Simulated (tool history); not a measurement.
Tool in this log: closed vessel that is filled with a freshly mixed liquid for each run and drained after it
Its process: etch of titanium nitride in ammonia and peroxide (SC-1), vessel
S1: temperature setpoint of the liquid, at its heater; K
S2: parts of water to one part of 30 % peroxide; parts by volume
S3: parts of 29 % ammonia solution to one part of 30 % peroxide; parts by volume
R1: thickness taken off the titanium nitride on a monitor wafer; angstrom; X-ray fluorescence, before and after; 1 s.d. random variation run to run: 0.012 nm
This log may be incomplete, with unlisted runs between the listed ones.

run 1 hour=0 | S1=335.15 S2=25.5 S3=1 time_in_the_liquid_(s)=30 | R1=33.83
run 2 hour=8.7 | S1=333.15 S2=25.5 S3=1 time_in_the_liquid_(s)=30 | R1=29.688
run 3 hour=12 | S1=332.15 S2=25.5 S3=1 time_in_the_liquid_(s)=30 | R1=27.611
run 4 hour=17.1 | S1=338.65 S2=25.5 S3=1 time_in_the_liquid_(s)=30 | R1=41.917
run 5 hour=18.4 | S1=338.65 S2=34.5 S3=1 time_in_the_liquid_(s)=30 | R1=35.456
run 6 hour=19.6 | S1=338.65 S2=34.5 S3=1 time_in_the_liquid_(s)=30 | R1=35.629
run 7 hour=23.6 | S1=336.65 S2=34.5 S3=1 time_in_the_liquid_(s)=30 | R1=31.237
run 8 hour=31.2 | S1=335.15 S2=34.5 S3=1 time_in_the_liquid_(s)=30 | R1=28.333

For run 9, what comes out?
run 9 hour=32.4 | S1=334.15 S2=34.5 S3=1 time_in_the_liquid_(s)=30 | R1=?

R1: 26.453 angstrom
